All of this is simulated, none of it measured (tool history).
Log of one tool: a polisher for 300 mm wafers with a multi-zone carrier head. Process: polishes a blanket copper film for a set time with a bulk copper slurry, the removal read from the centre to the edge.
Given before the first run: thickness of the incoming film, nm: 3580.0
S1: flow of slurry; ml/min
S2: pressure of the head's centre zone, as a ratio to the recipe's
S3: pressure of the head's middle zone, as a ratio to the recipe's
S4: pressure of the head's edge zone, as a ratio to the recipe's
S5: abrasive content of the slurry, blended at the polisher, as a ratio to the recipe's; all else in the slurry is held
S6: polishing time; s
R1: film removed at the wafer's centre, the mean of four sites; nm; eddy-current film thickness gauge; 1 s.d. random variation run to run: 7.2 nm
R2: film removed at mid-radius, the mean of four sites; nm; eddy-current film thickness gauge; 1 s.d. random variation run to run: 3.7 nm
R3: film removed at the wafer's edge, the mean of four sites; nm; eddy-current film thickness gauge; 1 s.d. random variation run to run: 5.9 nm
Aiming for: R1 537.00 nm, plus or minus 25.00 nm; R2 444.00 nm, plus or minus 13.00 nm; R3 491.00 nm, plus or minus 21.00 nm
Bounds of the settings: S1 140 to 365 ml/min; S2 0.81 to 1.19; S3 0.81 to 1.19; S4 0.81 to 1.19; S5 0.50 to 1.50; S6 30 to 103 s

run	day	S1	S2	S3	S4	S5	S6	R1	R2	R3
1	0.000	235	1.00	1.00	1.00	1.00	66	741.73	742.11	732.75
2	0.167	235	1.00	1.00	1.00	1.20	66	759.89	775.68	749.63
3	0.217	235	1.00	1.00	1.07	1.20	66	746.31	778.86	779.93
4	0.329	230	1.00	0.97	1.03	1.05	62	688.25	691.71	694.25
5	0.521	225	1.01	0.94	1.02	0.95	59	653.60	627.94	650.47
6	0.854	225	1.01	0.94	0.98	0.95	59	657.04	638.53	646.00
7	1.225	225	1.03	0.92	0.98	0.85	56	624.69	573.34	588.79
8	1.258	225	1.03	0.90	0.98	0.80	55	612.22	555.05	584.46
9	1.600	220	1.03	0.88	0.97	0.75	54	588.80	516.43	554.42
10	1.662	215	1.03	0.87	0.95	0.70	54	575.23	499.21	548.14
11	1.858	215	1.03	0.87	0.93	0.65	54	573.38	509.47	535.06
12	2.192	210	1.03	0.86	0.92	0.60	54	567.32	501.67	523.77
13	2.238	205	1.03	0.85	0.92	0.60	54	557.47	481.37	518.91
14	2.317	195	1.03	0.84	0.91	0.60	54	559.88	477.94	513.74
15	2.346	190	1.03	0.83	0.91	0.60	54	549.61	476.39	518.41

Which one of the following 4 next-run settings gets every result inside its allowed miss? There is exactly one.
A	2.375	210	1.00	0.84	0.98	0.55	56	?	?	?
B	2.375	155	0.95	0.96	0.84	0.65	57	?	?	?
C	2.375	155	0.88	0.91	0.90	0.60	57	?	?	?
D	2.375	155	1.09	0.85	0.95	0.50	53	?	?	?

move	R1	R2	R3
A	564.97	490.30	563.45
B	525.37	539.78	524.07
C	480.56	510.39	534.78
D	540.42	436.91	497.64
A: moves away from the targets compared with the last run
B: moves away from the targets compared with the last run
C: moves away from the targets compared with the last run
D: meets every target
D meets every target.

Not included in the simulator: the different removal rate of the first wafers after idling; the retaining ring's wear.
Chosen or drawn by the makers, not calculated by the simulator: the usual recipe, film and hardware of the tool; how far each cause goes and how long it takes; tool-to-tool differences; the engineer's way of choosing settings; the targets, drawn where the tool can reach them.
